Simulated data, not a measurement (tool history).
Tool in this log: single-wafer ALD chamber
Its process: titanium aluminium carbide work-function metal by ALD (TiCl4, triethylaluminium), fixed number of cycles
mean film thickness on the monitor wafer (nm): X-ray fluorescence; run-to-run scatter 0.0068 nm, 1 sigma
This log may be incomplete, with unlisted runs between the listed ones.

run  hour  heater temperature setpoint (deg C)  triethylaluminium pulse time (s)  mean film thickness on the monitor wafer (nm)
  1     0                                  295                             11.16                                         2.1375
  2   1.4                                  295                              8.15                                         2.0574
  3   4.8                                  293                              7.95                                         2.0281
  4   5.8                                  302                              7.95                                         2.1028
  5  14.8                                  302                             10.88                                          2.179
  6  17.5                                  302                             13.51                                         2.2054

Estimate the outcome of run 7 from the log above:
  7  22.5                                  297                             12.54                                              ?

Logged for run 7: mean film thickness on the monitor wafer (nm) 2.1713.

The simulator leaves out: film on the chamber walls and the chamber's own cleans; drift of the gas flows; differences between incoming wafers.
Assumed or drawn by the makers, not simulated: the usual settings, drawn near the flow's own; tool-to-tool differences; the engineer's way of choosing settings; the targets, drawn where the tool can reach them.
